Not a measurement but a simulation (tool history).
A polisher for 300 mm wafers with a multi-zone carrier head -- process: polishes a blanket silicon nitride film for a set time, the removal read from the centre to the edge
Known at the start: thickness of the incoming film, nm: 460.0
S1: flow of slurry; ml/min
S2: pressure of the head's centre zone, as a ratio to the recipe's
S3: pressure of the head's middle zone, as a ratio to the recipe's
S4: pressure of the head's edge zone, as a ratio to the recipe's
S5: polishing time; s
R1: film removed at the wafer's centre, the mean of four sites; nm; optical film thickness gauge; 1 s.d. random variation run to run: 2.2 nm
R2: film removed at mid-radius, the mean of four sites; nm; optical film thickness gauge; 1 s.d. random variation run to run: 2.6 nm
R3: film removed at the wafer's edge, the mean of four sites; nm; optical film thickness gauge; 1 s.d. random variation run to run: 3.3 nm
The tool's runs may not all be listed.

{"run": 1, "day": 0.0, "S1": 220, "S2": 1.0, "S3": 1.0, "S4": 1.0, "S5": 69, "R1": 170.36, "R2": 177.76, "R3": 175.85}
{"run": 2, "day": 0.142, "S1": 225, "S2": 1.03, "S3": 1.01, "S4": 1.05, "S5": 75, "R1": 192.35, "R2": 195.17, "R3": 198.02}
{"run": 3, "day": 0.254, "S1": 230, "S2": 1.05, "S3": 1.02, "S4": 1.09, "S5": 79, "R1": 209.64, "R2": 205.54, "R3": 208.02}
{"run": 4, "day": 0.412, "S1": 230, "S2": 1.05, "S3": 1.07, "S4": 1.09, "S5": 79, "R1": 209.36, "R2": 214.43, "R3": 211.25}
{"run": 5, "day": 0.458, "S1": 230, "S2": 1.05, "S3": 1.06, "S4": 1.12, "S5": 83, "R1": 221.88, "R2": 224.89, "R3": 221.06}
{"run": 6, "day": 0.679, "S1": 230, "S2": 1.01, "S3": 1.06, "S4": 1.12, "S5": 83, "R1": 212.77, "R2": 220.83, "R3": 220.63}

Predict the results of run 7:
{"run": 7, "day": 1.033, "S1": 235, "S2": 1.02, "S3": 1.05, "S4": 1.14, "S5": 86, "R1": "?", "R2": "?", "R3": "?"}

{"run 7": {"R1": 223.44, "R2": 234.49, "R3": 232.91}}

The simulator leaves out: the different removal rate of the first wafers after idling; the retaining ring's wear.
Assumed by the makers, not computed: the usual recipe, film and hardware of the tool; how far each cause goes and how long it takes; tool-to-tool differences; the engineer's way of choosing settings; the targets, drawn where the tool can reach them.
